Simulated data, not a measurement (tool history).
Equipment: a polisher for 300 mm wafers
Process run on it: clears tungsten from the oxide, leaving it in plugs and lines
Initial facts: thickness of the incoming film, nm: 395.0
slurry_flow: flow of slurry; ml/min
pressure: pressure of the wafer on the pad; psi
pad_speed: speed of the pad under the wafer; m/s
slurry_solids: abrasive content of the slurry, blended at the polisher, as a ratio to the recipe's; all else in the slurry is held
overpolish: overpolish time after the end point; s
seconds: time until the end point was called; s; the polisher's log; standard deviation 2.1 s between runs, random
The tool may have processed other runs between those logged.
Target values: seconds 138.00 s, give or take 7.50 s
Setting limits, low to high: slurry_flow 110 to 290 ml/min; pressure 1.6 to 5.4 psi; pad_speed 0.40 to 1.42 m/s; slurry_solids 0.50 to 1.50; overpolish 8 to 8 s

| run | hour | slurry_flow | pressure | pad_speed | slurry_solids | overpolish | seconds |
|---|---|---|---|---|---|---|---|
| 1 | 0.0 | 185 | 3.5 | 0.90 | 1.00 | 8 | 102.51 |
| 2 | 2.3 | 185 | 3.2 | 0.90 | 1.00 | 8 | 107.46 |
| 3 | 7.5 | 185 | 3.2 | 0.90 | 1.20 | 8 | 100.41 |
| 4 | 8.5 | 185 | 2.9 | 0.88 | 1.20 | 8 | 113.75 |
| 5 | 12.1 | 185 | 2.7 | 0.88 | 1.20 | 8 | 117.26 |
| 6 | 18.9 | 185 | 3.3 | 0.88 | 1.20 | 8 | 103.43 |
| 7 | 25.6 | 185 | 3.0 | 0.86 | 1.20 | 8 | 114.51 |
| 8 | 27.6 | 185 | 2.8 | 0.86 | 1.20 | 8 | 114.41 |
| 9 | 31.4 | 185 | 2.6 | 0.84 | 1.20 | 8 | 125.98 |
| 10 | 33.0 | 185 | 2.5 | 0.84 | 1.20 | 8 | 126.40 |
| 11 | 40.7 | 185 | 2.4 | 0.84 | 1.20 | 8 | 130.15 |

Below are 5 possible settings for the next run. Only one of them brings all results inside the allowed miss of their targets. Which is it?
| A | 48.4 | 175 | 2.5 | 0.82 | 1.00 | 8 | ? |
| B | 48.4 | 215 | 3.1 | 0.82 | 1.10 | 8 | ? |
| C | 48.4 | 185 | 2.7 | 0.94 | 0.85 | 8 | ? |
| D | 48.4 | 175 | 2.4 | 0.92 | 1.20 | 8 | ? |
| E | 48.4 | 185 | 2.6 | 0.88 | 1.10 | 8 | ? |

| move | seconds |
|---|---|
| A | 136.01 |
| B | 114.64 |
| C | 117.99 |
| D | 118.77 |
| E | 120.48 |
A: hits every target within its allowed miss
B: further off than the last run
C: further off than the last run
D: further off than the last run
E: further off than the last run
The move that meets every target is A.
